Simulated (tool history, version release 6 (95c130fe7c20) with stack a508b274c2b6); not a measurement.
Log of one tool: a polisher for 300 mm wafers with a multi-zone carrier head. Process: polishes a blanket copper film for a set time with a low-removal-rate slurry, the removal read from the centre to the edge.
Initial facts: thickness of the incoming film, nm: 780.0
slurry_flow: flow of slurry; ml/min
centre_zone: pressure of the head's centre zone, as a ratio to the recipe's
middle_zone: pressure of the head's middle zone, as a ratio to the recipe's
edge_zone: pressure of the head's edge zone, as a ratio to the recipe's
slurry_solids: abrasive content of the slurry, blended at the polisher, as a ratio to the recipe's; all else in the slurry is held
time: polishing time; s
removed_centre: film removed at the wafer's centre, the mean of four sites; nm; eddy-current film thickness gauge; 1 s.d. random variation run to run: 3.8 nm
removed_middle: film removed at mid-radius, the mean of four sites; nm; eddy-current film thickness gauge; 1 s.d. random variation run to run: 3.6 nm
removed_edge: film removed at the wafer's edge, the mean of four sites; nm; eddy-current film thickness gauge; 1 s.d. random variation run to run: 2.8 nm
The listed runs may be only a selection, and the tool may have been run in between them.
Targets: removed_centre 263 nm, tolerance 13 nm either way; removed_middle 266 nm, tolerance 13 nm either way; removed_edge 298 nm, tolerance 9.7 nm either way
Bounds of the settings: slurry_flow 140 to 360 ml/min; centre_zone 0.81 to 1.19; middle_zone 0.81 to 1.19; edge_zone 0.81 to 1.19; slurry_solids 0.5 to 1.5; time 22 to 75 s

run 1 hour=0 | slurry_flow=230 centre_zone=1 middle_zone=1 edge_zone=1 slurry_solids=1 time=48 | removed_centre=187.38 removed_middle=204.74 removed_edge=205.83
run 2 hour=7 | slurry_flow=230 centre_zone=1.01 middle_zone=0.99 edge_zone=1.03 slurry_solids=1.1 time=50 | removed_centre=199.19 removed_middle=214.46 removed_edge=219.6
run 3 hour=11.8 | slurry_flow=230 centre_zone=1.01 middle_zone=0.98 edge_zone=1.05 slurry_solids=1.15 time=52 | removed_centre=211.65 removed_middle=230.19 removed_edge=235.37
run 4 hour=12.8 | slurry_flow=230 centre_zone=1.05 middle_zone=0.98 edge_zone=1.05 slurry_solids=1.15 time=52 | removed_centre=222.94 removed_middle=225.86 removed_edge=236.48
run 5 hour=21.7 | slurry_flow=275 centre_zone=1.05 middle_zone=0.98 edge_zone=1.05 slurry_solids=1.15 time=52 | removed_centre=230.21 removed_middle=228.93 removed_edge=240.15
run 6 hour=25.9 | slurry_flow=275 centre_zone=1.05 middle_zone=0.98 edge_zone=1.05 slurry_solids=1 time=52 | removed_centre=221.06 removed_middle=225.79 removed_edge=230.44
run 7 hour=26.8 | slurry_flow=275 centre_zone=1.04 middle_zone=0.97 edge_zone=1.07 slurry_solids=1.1 time=53 | removed_centre=229.25 removed_middle=228.6 removed_edge=247.39
run 8 hour=28.5 | slurry_flow=280 centre_zone=1.04 middle_zone=0.98 edge_zone=1.09 slurry_solids=1.15 time=53 | removed_centre=236.61 removed_middle=238.37 removed_edge=250.8
run 9 hour=35.1 | slurry_flow=280 centre_zone=1.03 middle_zone=0.97 edge_zone=1.1 slurry_solids=1.2 time=54 | removed_centre=234.44 removed_middle=245.44 removed_edge=255.79
run 10 hour=38.2 | slurry_flow=275 centre_zone=1.03 middle_zone=0.95 edge_zone=1.11 slurry_solids=1.25 time=55 | removed_centre=244.61 removed_middle=246.04 removed_edge=266.18
run 11 hour=46 | slurry_flow=275 centre_zone=1.03 middle_zone=0.94 edge_zone=1.12 slurry_solids=1.3 time=55 | removed_centre=243.03 removed_middle=243.88 removed_edge=272.6
run 12 hour=46.7 | slurry_flow=275 centre_zone=1.03 middle_zone=0.94 edge_zone=1.13 slurry_solids=1.35 time=55 | removed_centre=248.28 removed_middle=250.61 removed_edge=277.9
run 13 hour=55 | slurry_flow=275 centre_zone=1.03 middle_zone=0.94 edge_zone=1.14 slurry_solids=1.4 time=55 | removed_centre=256.2 removed_middle=242.63 removed_edge=279.58
run 14 hour=62.1 | slurry_flow=275 centre_zone=1.02 middle_zone=0.95 edge_zone=1.15 slurry_solids=1.4 time=55 | removed_centre=246.59 removed_middle=260 removed_edge=280.37
run 15 hour=66.7 | slurry_flow=275 centre_zone=1.02 middle_zone=0.95 edge_zone=1.16 slurry_solids=1.4 time=55 | removed_centre=246.66 removed_middle=253.73 removed_edge=280.61
run 16 hour=67.6 | slurry_flow=275 centre_zone=1.02 middle_zone=0.95 edge_zone=1.16 slurry_solids=1.4 time=55 | removed_centre=247.84 removed_middle=255.01 removed_edge=279.36
run 17 hour=73.8 | slurry_flow=280 centre_zone=1.02 middle_zone=0.95 edge_zone=1.17 slurry_solids=1.4 time=55 | removed_centre=246.71 removed_middle=255.29 removed_edge=287.5
run 18 hour=81.1 | slurry_flow=285 centre_zone=1.03 middle_zone=0.95 edge_zone=1.17 slurry_solids=1.4 time=55 | removed_centre=247.04 removed_middle=256.2 removed_edge=284.15
run 19 hour=83.2 | slurry_flow=290 centre_zone=1.04 middle_zone=0.95 edge_zone=1.18 slurry_solids=1.45 time=55 | removed_centre=260.19 removed_middle=258.66 removed_edge=292.9
-- hour=88.2 centre zone pressure recalibrated
run 20 hour=88.2 | slurry_flow=295 centre_zone=1.04 middle_zone=0.96 edge_zone=1.19 slurry_solids=1.45 time=55 | removed_centre=283.3 removed_middle=262.61 removed_edge=291.97
run 21 hour=90.2 | slurry_flow=290 centre_zone=1.04 middle_zone=0.96 edge_zone=1.19 slurry_solids=1.45 time=55 | removed_centre=271.28 removed_middle=253.96 removed_edge=291.37
run 22 hour=97.2 | slurry_flow=290 centre_zone=1.04 middle_zone=0.96 edge_zone=1.19 slurry_solids=1.45 time=55 | removed_centre=287.45 removed_middle=253.08 removed_edge=292.09

Which single option among these 5 for the next run brings every result within its allowed miss of target? Just one does.
run A hour=104.2 | slurry_flow=260 centre_zone=1.02 middle_zone=0.86 edge_zone=1.18 slurry_solids=1.45 time=58 | removed_centre=? removed_middle=? removed_edge=?
run B hour=104.2 | slurry_flow=285 centre_zone=0.94 middle_zone=0.91 edge_zone=1.13 slurry_solids=1.5 time=58 | removed_centre=? removed_middle=? removed_edge=?
run C hour=104.2 | slurry_flow=350 centre_zone=0.94 middle_zone=0.95 edge_zone=1.14 slurry_solids=1.5 time=53 | removed_centre=? removed_middle=? removed_edge=?
run D hour=104.2 | slurry_flow=360 centre_zone=1.12 middle_zone=0.93 edge_zone=1.12 slurry_solids=1.4 time=57 | removed_centre=? removed_middle=? removed_edge=?
run E hour=104.2 | slurry_flow=235 centre_zone=1 middle_zone=0.94 edge_zone=1.1 slurry_solids=1.3 time=58 | removed_centre=? removed_middle=? removed_edge=?

move=A removed_centre=284.49 removed_middle=247.76 removed_edge=302.62
move=B removed_centre=267.44 removed_middle=264.76 removed_edge=300.68
move=C removed_centre=249.77 removed_middle=255.72 removed_edge=280.03
move=D removed_centre=315.5 removed_middle=265.71 removed_edge=293.7
move=E removed_centre=267.42 removed_middle=256.02 removed_edge=280.66
A: an improvement on the last run, though not all results are within tolerance
B: meets every target
C: carries the result that was furthest off beyond its target, to the other side
D: its largest miss is bigger than the last run's
E: the worst result of the last run now meets its target, but another is out of spec
So the answer is move B, the one that meets all the targets.

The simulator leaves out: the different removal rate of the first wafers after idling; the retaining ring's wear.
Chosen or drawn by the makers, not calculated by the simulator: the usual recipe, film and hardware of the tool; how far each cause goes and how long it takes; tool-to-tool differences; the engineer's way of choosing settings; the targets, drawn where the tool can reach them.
